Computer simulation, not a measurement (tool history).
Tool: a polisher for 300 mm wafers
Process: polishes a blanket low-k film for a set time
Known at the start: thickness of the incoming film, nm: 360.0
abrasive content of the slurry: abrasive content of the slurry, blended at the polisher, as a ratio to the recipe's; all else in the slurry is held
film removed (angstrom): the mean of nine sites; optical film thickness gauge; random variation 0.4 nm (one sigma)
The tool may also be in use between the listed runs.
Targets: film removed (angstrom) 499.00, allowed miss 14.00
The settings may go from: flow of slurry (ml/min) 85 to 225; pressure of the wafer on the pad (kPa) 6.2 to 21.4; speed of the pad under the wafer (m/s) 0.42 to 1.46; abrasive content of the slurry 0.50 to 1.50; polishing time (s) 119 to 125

run,hour,flow of slurry (ml/min),pressure of the wafer on the pad (kPa),speed of the pad under the wafer (m/s),abrasive content of the slurry,polishing time (s),film removed (angstrom)
1,0.0,145,13.8,0.94,1.00,119,399.96
2,2.0,150,13.8,0.94,1.00,119,400.54
3,7.1,150,13.8,0.82,1.00,119,355.91
4,12.1,150,11.7,0.82,1.00,119,303.74
5,19.3,150,9.7,0.82,1.00,119,255.28
6,24.2,155,10.3,0.82,1.00,119,268.16
7,26.6,180,14.5,0.84,1.00,119,389.43
8,34.0,180,15.2,0.84,1.00,119,410.31
9,37.8,180,16.5,0.84,1.00,119,445.90
10,39.2,180,17.2,0.84,1.00,119,467.37
11,44.7,180,17.9,0.84,1.00,119,488.44
12,52.4,185,17.9,0.84,1.00,119,488.05

Which of these 4 next moves meets every target?
A,60.1,170,15.9,0.88,1.05,120,?
B,60.1,180,17.2,0.84,1.10,124,?
C,60.1,175,17.2,0.84,1.00,122,?
D,60.1,160,15.9,0.90,1.00,123,?

move,film removed (angstrom)
A,459.58
B,510.29
C,479.75
D,465.37
A: further off than the last run
B: meets every target
C: further off than the last run
D: further off than the last run
Answer: B
